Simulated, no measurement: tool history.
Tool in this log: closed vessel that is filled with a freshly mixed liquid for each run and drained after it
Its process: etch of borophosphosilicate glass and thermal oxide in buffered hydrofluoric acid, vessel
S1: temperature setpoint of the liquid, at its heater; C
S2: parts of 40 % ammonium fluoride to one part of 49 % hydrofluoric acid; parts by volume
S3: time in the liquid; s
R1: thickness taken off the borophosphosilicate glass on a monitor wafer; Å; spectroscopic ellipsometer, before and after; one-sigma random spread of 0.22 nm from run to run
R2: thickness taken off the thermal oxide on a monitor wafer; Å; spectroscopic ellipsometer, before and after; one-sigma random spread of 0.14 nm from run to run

run,hour,S1,S2,S3,R1,R2
1,0,24,18.5,60,443.8,385.12
2,0.8,24,18.5,70,514.48,447.88
3,5.8,24,18.5,55,403.89,353.21
4,7.2,25,18.5,55,425.91,371.64
5,9.2,25,18.5,40,311.52,269.76
6,18,27,17.5,40,365,320.01
7,21.9,28.5,17,40,407.22,355.4

Expected results for the next run?
8,22.6,29.5,17,40,?,?

Run 8 gave R1 431.04 Å, R2 372.26 Å.
